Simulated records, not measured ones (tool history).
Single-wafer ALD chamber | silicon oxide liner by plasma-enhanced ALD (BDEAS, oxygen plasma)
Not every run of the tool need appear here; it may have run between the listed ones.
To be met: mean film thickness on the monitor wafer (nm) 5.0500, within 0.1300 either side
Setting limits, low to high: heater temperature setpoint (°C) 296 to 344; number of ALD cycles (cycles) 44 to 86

| run | hour | heater temperature setpoint (°C) | number of ALD cycles (cycles) | mean film thickness on the monitor wafer (nm) |
|---|---|---|---|---|
| 1 | 0.0 | 320 | 65 | 6.2014 |
| 2 | 7.6 | 320 | 63 | 6.0197 |
| 3 | 10.8 | 330 | 63 | 5.8927 |
| 4 | 12.3 | 320 | 63 | 6.0385 |
|  | 13.3 | thermocouple changed; heater temperature recalibrated |
| 5 | 13.3 | 321 | 61 | 5.8769 |
| 6 | 18.6 | 329 | 61 | 5.7407 |
| 7 | 20.0 | 329 | 61 | 5.7828 |
| 8 | 26.9 | 329 | 59 | 5.5718 |
| 9 | 31.8 | 329 | 58 | 5.4956 |
| 10 | 40.2 | 329 | 57 | 5.3988 |
| 11 | 42.8 | 329 | 56 | 5.3407 |
| 12 | 49.9 | 329 | 55 | 5.2018 |

Which of these 4 next moves meets every target?
| A | 57.0 | 326 | 56 | ? |
| B | 57.0 | 322 | 53 | ? |
| C | 57.0 | 330 | 51 | ? |
| D | 57.0 | 331 | 50 | ? |

| move | mean film thickness on the monitor wafer (nm) |
|---|---|
| A | 5.2972 |
| B | 5.0467 |
| C | 4.7923 |
| D | 4.6905 |
A: lands further from the targets than the last run did
B: in spec on every target
C: moves the result that the last run missed by most past its target, out the other side
D: moves the result that the last run missed by most past its target, out the other side
Go with B: it meets all targets.
